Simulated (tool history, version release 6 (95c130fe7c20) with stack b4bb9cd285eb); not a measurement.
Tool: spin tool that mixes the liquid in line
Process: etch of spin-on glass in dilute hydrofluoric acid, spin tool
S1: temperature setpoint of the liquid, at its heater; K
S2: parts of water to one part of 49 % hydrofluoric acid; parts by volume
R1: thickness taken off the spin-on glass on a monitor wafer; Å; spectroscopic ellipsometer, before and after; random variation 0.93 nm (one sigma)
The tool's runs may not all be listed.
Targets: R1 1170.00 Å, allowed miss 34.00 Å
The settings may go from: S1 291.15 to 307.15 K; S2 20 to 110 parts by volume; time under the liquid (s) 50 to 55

{"run": 1, "day": 0.0, "S1": 299.15, "S2": 60, "time under the liquid (s)": 50, "R1": 431.76}
{"run": 2, "day": 0.133, "S1": 297.65, "S2": 60, "time under the liquid (s)": 50, "R1": 401.87}
{"run": 3, "day": 0.233, "S1": 297.65, "S2": 60, "time under the liquid (s)": 50, "R1": 400.26}
{"run": 4, "day": 0.433, "S1": 299.15, "S2": 55, "time under the liquid (s)": 50, "R1": 467.35}
{"run": 5, "day": 0.521, "S1": 299.15, "S2": 55, "time under the liquid (s)": 50, "R1": 467.82}
{"run": 6, "day": 0.858, "S1": 300.65, "S2": 50, "time under the liquid (s)": 50, "R1": 549.54}
{"run": 7, "day": 0.983, "S1": 301.65, "S2": 45, "time under the liquid (s)": 50, "R1": 643.28}
{"run": 8, "day": 1.175, "S1": 305.65, "S2": 25, "time under the liquid (s)": 50, "R1": 1401.7}
{"run": 9, "day": 1.412, "S1": 305.15, "S2": 25, "time under the liquid (s)": 50, "R1": 1375.1}
{"run": 10, "day": 1.6, "S1": 304.65, "S2": 25, "time under the liquid (s)": 50, "R1": 1356.3}
{"run": 11, "day": 1.654, "S1": 304.15, "S2": 25, "time under the liquid (s)": 50, "R1": 1312.2}
{"run": 12, "day": 2.029, "S1": 303.65, "S2": 25, "time under the liquid (s)": 50, "R1": 1281.6}

4 next moves are on the table. One of them brings every result within its allowed miss. Which?
{"run": "A", "day": 2.404, "S1": 305.65, "S2": 30, "time under the liquid (s)": 50, "R1": "?"}
{"run": "B", "day": 2.404, "S1": 302.65, "S2": 25, "time under the liquid (s)": 50, "R1": "?"}
{"run": "C", "day": 2.404, "S1": 304.65, "S2": 25, "time under the liquid (s)": 50, "R1": "?"}
{"run": "D", "day": 2.404, "S1": 307.15, "S2": 30, "time under the liquid (s)": 50, "R1": "?"}

move=A R1=1166.00
move=B R1=1251.70
move=C R1=1356.20
move=D R1=1236.40
A: meets every target
B: nearer than the last run, and not there yet
C: further off than the last run
D: nearer than the last run, and not there yet
Move A is the one to make.
